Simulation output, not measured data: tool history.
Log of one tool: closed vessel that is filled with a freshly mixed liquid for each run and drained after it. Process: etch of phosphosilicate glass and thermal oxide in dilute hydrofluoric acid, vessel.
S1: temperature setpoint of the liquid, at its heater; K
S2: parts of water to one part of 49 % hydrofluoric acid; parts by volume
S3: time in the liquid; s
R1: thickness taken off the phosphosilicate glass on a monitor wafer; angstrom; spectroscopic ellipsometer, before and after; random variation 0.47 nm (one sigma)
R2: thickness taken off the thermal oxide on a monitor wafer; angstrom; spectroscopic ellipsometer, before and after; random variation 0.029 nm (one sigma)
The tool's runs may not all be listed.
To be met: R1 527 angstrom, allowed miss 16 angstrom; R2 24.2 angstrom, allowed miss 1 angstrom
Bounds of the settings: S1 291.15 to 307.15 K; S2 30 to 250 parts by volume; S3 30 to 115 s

run    day      S1   S2  S3      R1      R2
  1      0  299.15  140  60   441.7  20.327
  2  0.233  299.15   95  60  687.97  31.861
  3  0.262  297.15   95  60  634.78  28.747
  4  0.483  296.65  100  60  582.86  26.538
  5  0.812  296.65   75  60  809.74  37.323
     1.038  -- hydrofluoric acid flow meter replaced
  6  1.038  296.65   75  45   566.1  26.518
  7  1.062  296.65   75  45  574.86  26.012
  8  1.367  296.15   75  45  566.83  25.575

4 next moves are on the table. One of them brings every result within its allowed miss. Which?
  A  1.671  305.65  80  35   ?   ?
  B  1.671  297.65  95  60   ?   ?
  C  1.671  300.65  65  30   ?   ?
  D  1.671  301.15  95  50   ?   ?

move      R1      R2
   A  600.18  27.233
   B  623.89  28.309
   C  534.22   24.24
   D  595.88  27.038
A: further off than the last run
B: further off than the last run
C: meets every target
D: further off than the last run
The right move is C.
